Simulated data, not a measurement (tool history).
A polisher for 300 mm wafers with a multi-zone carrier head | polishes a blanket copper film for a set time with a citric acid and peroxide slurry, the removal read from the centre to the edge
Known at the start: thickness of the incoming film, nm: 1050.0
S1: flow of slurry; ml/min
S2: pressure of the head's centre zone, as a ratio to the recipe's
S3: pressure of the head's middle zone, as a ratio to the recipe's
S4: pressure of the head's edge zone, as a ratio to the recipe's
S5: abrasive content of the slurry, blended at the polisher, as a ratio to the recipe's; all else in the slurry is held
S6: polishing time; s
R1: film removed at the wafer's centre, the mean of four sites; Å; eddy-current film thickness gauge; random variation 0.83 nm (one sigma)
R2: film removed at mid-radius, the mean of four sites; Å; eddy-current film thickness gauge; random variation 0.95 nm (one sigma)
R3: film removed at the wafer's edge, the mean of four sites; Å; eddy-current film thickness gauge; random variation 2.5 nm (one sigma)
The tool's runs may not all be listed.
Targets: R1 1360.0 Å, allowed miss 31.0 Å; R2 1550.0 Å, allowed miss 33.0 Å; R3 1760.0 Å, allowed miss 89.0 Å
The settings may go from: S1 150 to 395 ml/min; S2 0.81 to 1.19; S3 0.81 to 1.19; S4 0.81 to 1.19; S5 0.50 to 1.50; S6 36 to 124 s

run  hour   S1    S2    S3    S4    S5  S6      R1      R2      R3
  1   0.0  250  1.00  1.00  1.00  1.00  79  1947.1  1928.1  2009.0
  2   7.7  215  1.00  1.00  1.00  1.00  79  1904.8  1868.8  2019.4
  3  14.9  215  1.00  1.00  1.00  1.05  79  1944.3  1926.8  2012.9
  4  15.8  215  1.00  1.00  1.00  1.05  60  1463.9  1446.1  1498.1
  5  18.0  200  0.97  1.00  1.05  1.10  61  1417.6  1473.8  1551.8
     21.2  -- worn pad replaced by a new one
  6  21.2  185  0.95  0.99  1.09  1.15  62  1560.7  1627.5  1818.7
  7  24.0  180  0.92  0.98  1.07  1.15  62  1505.4  1584.3  1734.9
  8  29.4  175  0.89  0.98  1.08  1.10  62  1435.5  1563.6  1780.1
  9  37.4  175  0.88  0.98  1.07  1.10  62  1414.0  1577.3  1712.8
 10  38.9  170  0.87  0.97  1.08  1.10  62  1401.5  1564.6  1759.9

Which of these 4 next moves meets every target?
  A  40.4  180  0.87  0.96  1.08  1.15  62   ?   ?   ?
  B  40.4  150  0.87  0.94  1.08  0.85  71   ?   ?   ?
  C  40.4  170  0.84  0.96  1.08  1.10  62   ?   ?   ?
  D  40.4  245  0.92  1.00  0.96  0.90  61   ?   ?   ?

move      R1      R2      R3
   A  1434.8  1571.4  1830.1
   B  1472.2  1592.2  1908.4
   C  1356.1  1538.9  1797.5
   D  1491.7  1592.2  1669.7
A: further off than the last run
B: further off than the last run
C: meets every target
D: further off than the last run
Move C is the one to make.

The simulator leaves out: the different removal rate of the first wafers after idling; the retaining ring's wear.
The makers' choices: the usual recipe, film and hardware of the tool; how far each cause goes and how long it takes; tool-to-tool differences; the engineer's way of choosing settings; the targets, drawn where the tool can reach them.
